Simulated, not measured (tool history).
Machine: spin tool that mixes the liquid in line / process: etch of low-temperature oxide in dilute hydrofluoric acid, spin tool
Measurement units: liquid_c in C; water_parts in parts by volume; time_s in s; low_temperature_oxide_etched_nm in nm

| run | hour | liquid_c | water_parts | time_s | low_temperature_oxide_etched_nm |
|---|---|---|---|---|---|
| 1 | 0.0 | 21.0 | 195 | 60 | 4.2409 |
| 2 | 5.9 | 22.0 | 195 | 60 | 4.4282 |
| 3 | 9.5 | 22.0 | 160 | 60 | 5.5571 |
| 4 | 13.2 | 25.5 | 160 | 60 | 6.4727 |
| 5 | 21.6 | 23.5 | 175 | 60 | 5.4193 |
| 6 | 30.3 | 22.0 | 185 | 60 | 4.7524 |
| 7 | 38.1 | 21.0 | 195 | 60 | 4.2338 |
| 8 | 40.0 | 20.0 | 200 | 60 | 3.9887 |
| 9 | 42.0 | 19.5 | 205 | 60 | 3.8007 |
| 10 | 48.5 | 19.0 | 210 | 60 | 3.5814 |
| 11 | 55.7 | 18.5 | 210 | 60 | 3.4811 |

The next listed run, before its measurement:
| 12 | 62.3 | 18.0 | 210 | 60 | ? |

{"run 12": {"low_temperature_oxide_etched_nm": 3.4809}}
